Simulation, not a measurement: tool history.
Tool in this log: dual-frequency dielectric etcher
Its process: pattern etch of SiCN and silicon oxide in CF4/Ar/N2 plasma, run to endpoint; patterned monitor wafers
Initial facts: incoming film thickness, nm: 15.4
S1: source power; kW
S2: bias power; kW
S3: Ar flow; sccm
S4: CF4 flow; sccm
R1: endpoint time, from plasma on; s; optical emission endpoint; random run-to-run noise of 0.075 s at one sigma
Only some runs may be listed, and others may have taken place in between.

run,day,S1,S2,S3,S4,R1
1,0,0.55,0.055,107,59,16.629
2,0.196,0.6,0.055,107,59,15.477
3,0.233,0.64,0.055,107,59,14.778
4,0.542,0.68,0.055,107,59,14.079
5,0.908,0.6,0.055,107,59,15.475
6,1.175,0.65,0.056,107,59,14.567
7,1.233,0.68,0.056,107,59,13.917

Expected results for the next run?
8,1.604,0.7,0.056,107,59,?

Run 8 gave R1 13.632 s.
